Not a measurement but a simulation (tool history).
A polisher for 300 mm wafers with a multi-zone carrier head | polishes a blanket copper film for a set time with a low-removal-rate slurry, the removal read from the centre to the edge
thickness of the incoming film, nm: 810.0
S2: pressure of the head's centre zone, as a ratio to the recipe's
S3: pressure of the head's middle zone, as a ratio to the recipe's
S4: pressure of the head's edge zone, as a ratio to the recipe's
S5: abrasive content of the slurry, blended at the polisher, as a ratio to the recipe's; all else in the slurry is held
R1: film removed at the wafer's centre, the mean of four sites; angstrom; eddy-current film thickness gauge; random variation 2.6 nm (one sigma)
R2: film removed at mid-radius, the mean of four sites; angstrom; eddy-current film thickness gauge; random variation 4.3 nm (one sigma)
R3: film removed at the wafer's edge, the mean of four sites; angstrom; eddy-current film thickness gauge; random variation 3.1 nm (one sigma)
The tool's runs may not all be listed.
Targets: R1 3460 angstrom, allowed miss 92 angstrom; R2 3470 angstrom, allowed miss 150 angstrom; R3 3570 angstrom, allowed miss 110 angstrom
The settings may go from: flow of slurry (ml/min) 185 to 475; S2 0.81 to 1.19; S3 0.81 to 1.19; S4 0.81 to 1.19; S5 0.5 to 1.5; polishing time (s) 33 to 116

run 1 day=0 | flow_of_slurry_(ml/min)=305 S2=1 S3=1 S4=1 S5=1 polishing_time_(s)=74 | R1=2684.7 R2=2685.7 R3=2620.3
run 2 day=0.092 | flow_of_slurry_(ml/min)=305 S2=1.01 S3=1.01 S4=1.04 S5=1.15 polishing_time_(s)=77 | R1=2910.5 R2=2887.7 R3=2803.9
run 3 day=0.35 | flow_of_slurry_(ml/min)=305 S2=1.01 S3=1.01 S4=1.04 S5=1.15 polishing_time_(s)=65 | R1=2469.8 R2=2432.1 R3=2367.8
run 4 day=0.383 | flow_of_slurry_(ml/min)=305 S2=1.01 S3=0.98 S4=1.04 S5=1.15 polishing_time_(s)=65 | R1=2445.4 R2=2354.7 R3=2364.1
run 5 day=0.675 | flow_of_slurry_(ml/min)=305 S2=1.01 S3=1.03 S4=1.04 S5=1.15 polishing_time_(s)=65 | R1=2428.9 R2=2422.9 R3=2357.9
run 6 day=0.821 | flow_of_slurry_(ml/min)=305 S2=1.01 S3=1.03 S4=1.04 S5=1.15 polishing_time_(s)=81 | R1=3058.6 R2=3089.8 R3=2928.6
run 7 day=1.083 | flow_of_slurry_(ml/min)=310 S2=0.99 S3=1.01 S4=1.07 S5=1.25 polishing_time_(s)=84 | R1=3155.3 R2=3250.3 R3=3127.1
run 8 day=1.154 | flow_of_slurry_(ml/min)=315 S2=0.99 S3=0.99 S4=1.1 S5=1.3 polishing_time_(s)=86 | R1=3236.9 R2=3240.9 R3=3214.9
run 9 day=1.392 | flow_of_slurry_(ml/min)=315 S2=0.98 S3=0.98 S4=1.12 S5=1.35 polishing_time_(s)=88 | R1=3238.2 R2=3210.6 R3=3404.3
run 10 day=1.533 | flow_of_slurry_(ml/min)=320 S2=0.99 S3=0.99 S4=1.13 S5=1.4 polishing_time_(s)=88 | R1=3357.7 R2=3351.4 R3=3446.4
run 11 day=1.842 | flow_of_slurry_(ml/min)=325 S2=0.99 S3=0.99 S4=1.14 S5=1.4 polishing_time_(s)=88 | R1=3383.2 R2=3334.6 R3=3411.1

Which of these 4 next moves meets every target?
run A day=2.15 | flow_of_slurry_(ml/min)=225 S2=0.99 S3=0.91 S4=1.06 S5=1.45 polishing_time_(s)=93 | R1=? R2=? R3=?
run B day=2.15 | flow_of_slurry_(ml/min)=275 S2=0.99 S3=1 S4=1.18 S5=1.15 polishing_time_(s)=95 | R1=? R2=? R3=?
run C day=2.15 | flow_of_slurry_(ml/min)=355 S2=0.96 S3=0.92 S4=1.16 S5=1.45 polishing_time_(s)=87 | R1=? R2=? R3=?
run D day=2.15 | flow_of_slurry_(ml/min)=220 S2=1.01 S3=1.04 S4=1.09 S5=1.5 polishing_time_(s)=90 | R1=? R2=? R3=?

move=A R1=3383.5 R2=3203.5 R3=3426.1
move=B R1=3436 R2=3507.8 R3=3566.3
move=C R1=3255.6 R2=3190.6 R3=3439.9
move=D R1=3349.8 R2=3475.3 R3=3350.4
A: further off than the last run
B: meets every target
C: further off than the last run
D: further off than the last run
Answer: B
